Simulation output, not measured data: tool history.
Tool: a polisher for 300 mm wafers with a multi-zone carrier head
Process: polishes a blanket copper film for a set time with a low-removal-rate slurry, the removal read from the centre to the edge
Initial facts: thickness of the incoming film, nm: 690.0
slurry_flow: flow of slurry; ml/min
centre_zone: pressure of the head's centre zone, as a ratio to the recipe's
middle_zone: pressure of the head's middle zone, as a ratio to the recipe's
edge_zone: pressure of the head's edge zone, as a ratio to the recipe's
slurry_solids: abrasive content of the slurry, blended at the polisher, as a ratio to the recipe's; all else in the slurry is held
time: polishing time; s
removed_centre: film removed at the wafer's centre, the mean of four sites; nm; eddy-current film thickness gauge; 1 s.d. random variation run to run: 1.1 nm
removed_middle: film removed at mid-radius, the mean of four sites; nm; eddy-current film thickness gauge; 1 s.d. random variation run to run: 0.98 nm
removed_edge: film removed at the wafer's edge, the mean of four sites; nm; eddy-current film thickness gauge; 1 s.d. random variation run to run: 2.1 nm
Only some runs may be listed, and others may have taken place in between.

Run 1, hour 0: slurry_flow 295 ml/min, centre_zone 1, middle_zone 1, edge_zone 1, slurry_solids 1, time 65 s. Result: removed_centre 115.57 nm, removed_middle 119.79 nm, removed_edge 122.46 nm.
Run 2, hour 4.6: slurry_flow 295 ml/min, centre_zone 1, middle_zone 1, edge_zone 1.06, slurry_solids 1, time 65 s. Result: removed_centre 116.99 nm, removed_middle 119.93 nm, removed_edge 120.65 nm.
Run 3, hour 6.2: slurry_flow 295 ml/min, centre_zone 0.98, middle_zone 1.01, edge_zone 1.05, slurry_solids 1.05, time 66 s. Result: removed_centre 116.85 nm, removed_middle 124.38 nm, removed_edge 125.52 nm.
Run 4, hour 13.3: slurry_flow 300 ml/min, centre_zone 0.97, middle_zone 1.02, edge_zone 1.05, slurry_solids 1.1, time 67 s. Result: removed_centre 120.05 nm, removed_middle 129.09 nm, removed_edge 129.82 nm.
At hour 18.6: worn pad replaced by a new one.
Run 5, hour 18.6: slurry_flow 300 ml/min, centre_zone 1.01, middle_zone 1.02, edge_zone 1.05, slurry_solids 1.1, time 67 s. Result: removed_centre 140.33 nm, removed_middle 146.7 nm, removed_edge 144.56 nm.
Run 6, hour 19.9: slurry_flow 290 ml/min, centre_zone 1, middle_zone 1.04, edge_zone 1.04, slurry_solids 1.1, time 67 s. Result: removed_centre 138.5 nm, removed_middle 146.82 nm, removed_edge 142.2 nm.

Run 7 is up next; what results do you expect?
Run 7, hour 24.9: slurry_flow 305 ml/min, centre_zone 0.99, middle_zone 1.05, edge_zone 1.05, slurry_solids 1.1, time 67 s. Result: removed_centre ?, removed_middle ?, removed_edge ?.

{"run 7": {"removed_centre": 139.83, "removed_middle": 149.74, "removed_edge": 150.21}}
